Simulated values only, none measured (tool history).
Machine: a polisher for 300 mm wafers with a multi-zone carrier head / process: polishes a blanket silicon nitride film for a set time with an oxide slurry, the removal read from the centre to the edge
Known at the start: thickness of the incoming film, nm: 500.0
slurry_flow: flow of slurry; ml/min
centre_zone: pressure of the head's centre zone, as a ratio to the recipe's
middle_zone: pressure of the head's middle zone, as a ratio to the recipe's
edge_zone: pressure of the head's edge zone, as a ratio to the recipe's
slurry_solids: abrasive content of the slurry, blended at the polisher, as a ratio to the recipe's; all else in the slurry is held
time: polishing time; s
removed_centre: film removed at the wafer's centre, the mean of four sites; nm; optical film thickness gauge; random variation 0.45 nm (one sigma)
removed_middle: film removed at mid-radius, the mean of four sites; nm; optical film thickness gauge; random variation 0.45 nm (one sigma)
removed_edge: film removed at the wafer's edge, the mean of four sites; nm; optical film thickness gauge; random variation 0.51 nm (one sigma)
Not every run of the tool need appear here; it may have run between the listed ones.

| run | day | slurry_flow | centre_zone | middle_zone | edge_zone | slurry_solids | time | removed_centre | removed_middle | removed_edge |
|---|---|---|---|---|---|---|---|---|---|---|
| 1 | 0.000 | 130 | 1.00 | 1.00 | 1.00 | 1.00 | 67 | 70.707 | 69.706 | 74.876 |
| 2 | 0.075 | 120 | 0.97 | 0.96 | 0.98 | 0.90 | 67 | 61.224 | 62.054 | 65.643 |
| 3 | 0.162 | 115 | 0.96 | 0.92 | 1.01 | 0.85 | 67 | 58.159 | 57.407 | 64.753 |
| 4 | 0.362 | 110 | 0.95 | 0.89 | 1.01 | 0.85 | 67 | 55.973 | 54.804 | 63.327 |
| 5 | 0.500 | 105 | 0.94 | 0.87 | 1.01 | 0.85 | 67 | 53.848 | 53.493 | 63.791 |
| 6 | 0.579 | 105 | 0.94 | 0.87 | 0.94 | 0.85 | 67 | 54.059 | 53.441 | 60.939 |
| 7 | 0.679 | 100 | 0.93 | 0.86 | 0.94 | 0.85 | 67 | 53.432 | 51.200 | 61.109 |
| 8 | 0.858 | 100 | 0.91 | 0.85 | 0.92 | 0.85 | 67 | 51.694 | 50.456 | 59.396 |
| 9 | 1.183 | 95 | 0.90 | 0.84 | 0.91 | 0.85 | 67 | 49.759 | 50.066 | 59.241 |
| 10 | 1.292 | 90 | 0.90 | 0.83 | 0.90 | 0.85 | 67 | 49.907 | 48.744 | 57.804 |
| 11 | 1.662 | 80 | 0.86 | 0.81 | 0.91 | 0.80 | 67 | 42.385 | 42.790 | 53.342 |

Run 12 is up next; what results do you expect?
| 12 | 2.000 | 110 | 0.88 | 0.81 | 0.91 | 0.80 | 67 | ? | ? | ? |

Run 12 measured removed_centre 49.077 nm, removed_middle 47.524 nm, removed_edge 57.140 nm.
